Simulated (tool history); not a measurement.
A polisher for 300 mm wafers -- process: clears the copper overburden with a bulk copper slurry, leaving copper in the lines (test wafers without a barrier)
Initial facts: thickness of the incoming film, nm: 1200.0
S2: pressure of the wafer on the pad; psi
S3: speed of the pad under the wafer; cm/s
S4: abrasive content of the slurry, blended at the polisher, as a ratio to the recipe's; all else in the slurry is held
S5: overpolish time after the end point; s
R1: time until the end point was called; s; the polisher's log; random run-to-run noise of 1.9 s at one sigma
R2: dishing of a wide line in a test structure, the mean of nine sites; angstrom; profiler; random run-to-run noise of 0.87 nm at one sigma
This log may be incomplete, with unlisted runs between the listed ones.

Run 1, day 0: flow of slurry (ml/min) 245, S2 3.2 psi, S3 112 cm/s, S4 1, S5 11 s. Result: R1 105.36 s, R2 709.38 angstrom.
Run 2, day 0.029: flow of slurry (ml/min) 245, S2 2.9 psi, S3 112 cm/s, S4 1, S5 11 s. Result: R1 111.02 s, R2 680.44 angstrom.
Run 3, day 0.192: flow of slurry (ml/min) 300, S2 2.9 psi, S3 112 cm/s, S4 1, S5 11 s. Result: R1 109.44 s, R2 685.26 angstrom.
Run 4, day 0.292: flow of slurry (ml/min) 300, S2 2.6 psi, S3 110 cm/s, S4 1, S5 11 s. Result: R1 119.96 s, R2 621.13 angstrom.
Run 5, day 0.429: flow of slurry (ml/min) 265, S2 2.6 psi, S3 110 cm/s, S4 1, S5 11 s. Result: R1 121.52 s, R2 621.77 angstrom.
Run 6, day 0.504: flow of slurry (ml/min) 265, S2 2.6 psi, S3 88 cm/s, S4 1, S5 11 s. Result: R1 151.74 s, R2 531.79 angstrom.

What will run 7 give?
Run 7, day 0.675: flow of slurry (ml/min) 265, S2 2.5 psi, S3 88 cm/s, S4 1, S5 11 s. Result: R1 ?, R2 ?.

{"run 7": {"R1": 156.21, "R2": 495.39}}

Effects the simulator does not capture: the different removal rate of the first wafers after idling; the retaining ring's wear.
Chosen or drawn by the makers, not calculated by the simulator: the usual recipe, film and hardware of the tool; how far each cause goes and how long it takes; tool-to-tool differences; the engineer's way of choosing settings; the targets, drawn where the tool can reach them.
